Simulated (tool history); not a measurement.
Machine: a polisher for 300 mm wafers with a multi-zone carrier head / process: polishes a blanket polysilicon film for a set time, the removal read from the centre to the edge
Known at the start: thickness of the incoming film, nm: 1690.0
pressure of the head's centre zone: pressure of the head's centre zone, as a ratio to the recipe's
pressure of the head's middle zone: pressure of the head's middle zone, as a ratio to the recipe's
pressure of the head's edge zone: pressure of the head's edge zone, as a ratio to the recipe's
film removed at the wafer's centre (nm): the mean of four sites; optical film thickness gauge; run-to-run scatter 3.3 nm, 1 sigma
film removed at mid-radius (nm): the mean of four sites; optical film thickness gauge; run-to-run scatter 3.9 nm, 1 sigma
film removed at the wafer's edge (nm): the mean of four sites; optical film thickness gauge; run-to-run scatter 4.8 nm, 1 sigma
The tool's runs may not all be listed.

run  hour  flow of slurry (ml/min)  pressure of the head's centre zone  pressure of the head's middle zone  pressure of the head's edge zone  polishing time (s)  film removed at the wafer's centre (nm)  film removed at mid-radius (nm)  film removed at the wafer's edge (nm)
  1     0                      125                                   1                                   1                                 1                  76                                   468.57                           474.64                                  477.5
  2   7.9                      140                                0.97                                1.02                              1.05                  78                                   479.84                           505.96                                 512.02
  3  16.4                      140                                1.05                                1.02                              1.05                  78                                   518.27                           510.15                                 509.21
  4  21.3                      140                                1.05                                 1.1                              1.05                  78                                   525.39                           539.97                                 510.57
  5  22.5                      140                                1.05                                 1.1                              1.01                  78                                   529.34                           538.33                                 498.54
  6  27.4                      140                                1.05                                 1.1                              1.01                  89                                   603.52                           621.02                                  578.2

Run 7 has not been measured yet. What should we expect?
  7  29.8                      130                                1.01                                1.11                              1.05                  89                                        ?                                ?                                      ?

Run 7 yielded film removed at the wafer's centre (nm) 558.56, film removed at mid-radius (nm) 614.21, film removed at the wafer's edge (nm) 570.92.
